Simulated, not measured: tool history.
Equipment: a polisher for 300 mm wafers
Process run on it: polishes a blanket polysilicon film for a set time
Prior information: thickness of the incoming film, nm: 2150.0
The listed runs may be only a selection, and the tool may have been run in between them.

run	hour	flow of slurry (ml/min)	pressure of the wafer on the pad (psi)	speed of the pad under the wafer (cm/s)	polishing time (s)	film removed (Å)
1	0	270	2.7	84	62	4488.5
2	0.8	335	2.7	84	62	4504.7
3	4.1	335	2.3	84	62	3928.2
4	9.2	335	2	84	62	3399.2
5	14.5	335	1.8	84	62	3047.3
6	16.9	335	1.8	100	62	3595.2
7	21.5	330	1.7	98	62	3430.5

Run 8 comes next. What will it give?
8	30.3	330	1.6	96	62	?

{"run 8": {"film removed (Å)": 3113.2}}
